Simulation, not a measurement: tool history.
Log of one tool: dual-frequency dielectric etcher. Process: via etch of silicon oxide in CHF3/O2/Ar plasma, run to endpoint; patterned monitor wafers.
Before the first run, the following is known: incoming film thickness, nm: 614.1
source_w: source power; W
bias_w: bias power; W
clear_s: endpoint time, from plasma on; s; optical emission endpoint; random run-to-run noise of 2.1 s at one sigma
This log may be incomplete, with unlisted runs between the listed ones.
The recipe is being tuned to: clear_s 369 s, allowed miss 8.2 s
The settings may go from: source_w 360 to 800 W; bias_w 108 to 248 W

run 1 hour=0 | source_w=580 bias_w=178 | clear_s=325.74
run 2 hour=4.1 | source_w=620 bias_w=178 | clear_s=315.79
run 3 hour=12.5 | source_w=580 bias_w=175 | clear_s=325.15
run 4 hour=19.3 | source_w=540 bias_w=171 | clear_s=336.26
run 5 hour=25.4 | source_w=480 bias_w=171 | clear_s=354.8
run 6 hour=31.6 | source_w=480 bias_w=201 | clear_s=342.36
run 7 hour=34.6 | source_w=460 bias_w=199 | clear_s=349.21
run 8 hour=39 | source_w=450 bias_w=198 | clear_s=348.75
run 9 hour=44.9 | source_w=430 bias_w=197 | clear_s=359.21

Next run, 4 choices. One meets every target within its allowed miss, the rest don't. Which?
run A hour=50.8 | source_w=510 bias_w=177 | clear_s=?
run B hour=50.8 | source_w=460 bias_w=199 | clear_s=?
run C hour=50.8 | source_w=460 bias_w=207 | clear_s=?
run D hour=50.8 | source_w=380 bias_w=219 | clear_s=?

move=A clear_s=344.68
move=B clear_s=347.99
move=C clear_s=343.7
move=D clear_s=367.76
A: moves away from the targets compared with the last run
B: moves away from the targets compared with the last run
C: moves away from the targets compared with the last run
D: each result inside its tolerance
The move that meets every target is D.
